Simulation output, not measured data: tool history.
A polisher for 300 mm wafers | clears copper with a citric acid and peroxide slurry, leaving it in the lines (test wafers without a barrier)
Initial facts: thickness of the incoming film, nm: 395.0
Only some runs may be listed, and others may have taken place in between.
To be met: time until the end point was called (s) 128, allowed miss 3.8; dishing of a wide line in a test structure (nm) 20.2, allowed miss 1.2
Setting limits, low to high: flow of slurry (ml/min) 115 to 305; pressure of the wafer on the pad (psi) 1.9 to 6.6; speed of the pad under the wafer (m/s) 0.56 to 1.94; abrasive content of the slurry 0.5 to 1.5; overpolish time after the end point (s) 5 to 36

run	hour	flow of slurry (ml/min)	pressure of the wafer on the pad (psi)	speed of the pad under the wafer (m/s)	abrasive content of the slurry	overpolish time after the end point (s)	time until the end point was called (s)	dishing of a wide line in a test structure (nm)
1	0	195	4.2	1.24	1	18	95.266	44.089
2	0.7	195	4.2	1.24	1	12	94.392	30.662
3	3.3	195	4.8	1.24	1	12	82.832	34.714
4	7.7	195	4.4	1.24	1	11	89.754	30.738
5	8.4	195	5	1.24	1	11	80.534	33.311
6	14.2	190	4.5	1.24	1	10	88.461	29.34
7	18.2	190	4.1	1.24	1	10	96.517	25.548
8	23.8	185	3.8	1.24	1	10	104.61	24.077
9	27.6	185	3.8	1.24	1	10	104.72	23.899
10	28.8	165	2.9	1.24	1	10	138.28	18.549
11	36.9	175	2.9	1.24	1	10	135.4	18.934
12	38.6	175	2.9	1.24	1	10	137.22	18.613
13	40.2	185	2.9	1.24	1	10	134.7	19.04
14	48.9	190	2.9	1.24	1	10	133.63	19.3
15	53.9	195	2.9	1.24	1	10	135.71	19.034

Exactly one of the 5 candidate moves below puts every result within its allowed miss. Which one?
A	58.9	205	2.8	1.18	1	13	?	?
B	58.9	175	3.2	1.02	1.05	12	?	?
C	58.9	255	2.4	1.4	1	12	?	?
D	58.9	210	3.4	1.14	0.85	10	?	?
E	58.9	170	3	1.18	1	11	?	?

move	time until the end point was called (s)	dishing of a wide line in a test structure (nm)
A	144.6	23.039
B	148.27	21.042
C	138.78	22.103
D	126.43	20.637
E	138.57	20.627
A: moves away from the targets compared with the last run
B: moves away from the targets compared with the last run
C: moves away from the targets compared with the last run
D: in spec on every target
E: moves away from the targets compared with the last run
Move D is the one to make.

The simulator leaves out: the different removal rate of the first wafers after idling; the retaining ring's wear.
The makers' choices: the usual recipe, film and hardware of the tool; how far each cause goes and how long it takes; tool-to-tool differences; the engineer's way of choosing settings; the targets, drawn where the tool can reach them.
